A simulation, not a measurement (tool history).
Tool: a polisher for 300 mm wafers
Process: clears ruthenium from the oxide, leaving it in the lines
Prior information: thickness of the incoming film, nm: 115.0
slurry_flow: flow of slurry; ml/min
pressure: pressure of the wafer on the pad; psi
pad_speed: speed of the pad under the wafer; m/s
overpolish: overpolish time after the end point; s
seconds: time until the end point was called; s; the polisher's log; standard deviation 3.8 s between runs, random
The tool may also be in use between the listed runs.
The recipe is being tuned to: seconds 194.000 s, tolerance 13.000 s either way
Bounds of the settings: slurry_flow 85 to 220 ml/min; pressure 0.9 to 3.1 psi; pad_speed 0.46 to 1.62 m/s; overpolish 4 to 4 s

run,hour,slurry_flow,pressure,pad_speed,overpolish,seconds
1,0.0,140,2.0,1.04,4,115.310
2,7.3,140,2.0,1.24,4,98.165
3,12.4,125,2.0,1.24,4,98.369
4,19.8,125,1.7,1.18,4,118.250
5,28.7,125,1.7,1.32,4,109.950
6,29.8,125,1.5,1.26,4,123.210
7,31.0,125,1.3,1.20,4,149.440
8,36.8,125,1.2,1.18,4,162.090
9,41.6,125,1.1,1.18,4,171.820

Exactly one of the 5 candidate moves below puts every result within its allowed miss. Which one?
A,46.4,85,1.5,1.14,4,?
B,46.4,140,1.1,1.22,4,?
C,46.4,110,1.6,1.04,4,?
D,46.4,145,0.9,1.22,4,?
E,46.4,175,1.3,1.16,4,?

move,seconds
A,153.630
B,162.070
C,146.910
D,188.230
E,142.880
A: further off than the last run
B: further off than the last run
C: further off than the last run
D: in spec on every target
E: further off than the last run
Answer: D

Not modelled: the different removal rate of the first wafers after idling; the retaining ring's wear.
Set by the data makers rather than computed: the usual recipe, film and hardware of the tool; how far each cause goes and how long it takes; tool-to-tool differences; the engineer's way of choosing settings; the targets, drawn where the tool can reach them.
